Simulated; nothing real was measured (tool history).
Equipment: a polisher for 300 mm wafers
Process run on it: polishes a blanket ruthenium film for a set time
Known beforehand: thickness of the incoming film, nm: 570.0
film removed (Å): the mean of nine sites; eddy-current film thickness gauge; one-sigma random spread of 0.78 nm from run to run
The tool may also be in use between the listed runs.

| run | hour | flow of slurry (ml/min) | pressure of the wafer on the pad (kPa) | speed of the pad under the wafer (m/s) | polishing time (s) | film removed (Å) |
|---|---|---|---|---|---|---|
| 1 | 0.0 | 280 | 17.2 | 0.94 | 61 | 626.97 |
| 2 | 5.1 | 285 | 18.6 | 0.94 | 61 | 663.29 |
| 3 | 7.8 | 285 | 18.6 | 0.94 | 55 | 600.79 |
| 4 | 16.2 | 285 | 18.6 | 0.80 | 55 | 507.26 |
| 5 | 19.1 | 285 | 20.0 | 0.84 | 55 | 565.56 |
| 6 | 26.2 | 285 | 20.0 | 0.62 | 55 | 425.62 |

For run 7, what comes out?
| 7 | 31.1 | 310 | 24.8 | 0.88 | 56 | ? |

{"run 7": {"film removed (Å)": 721.21}}
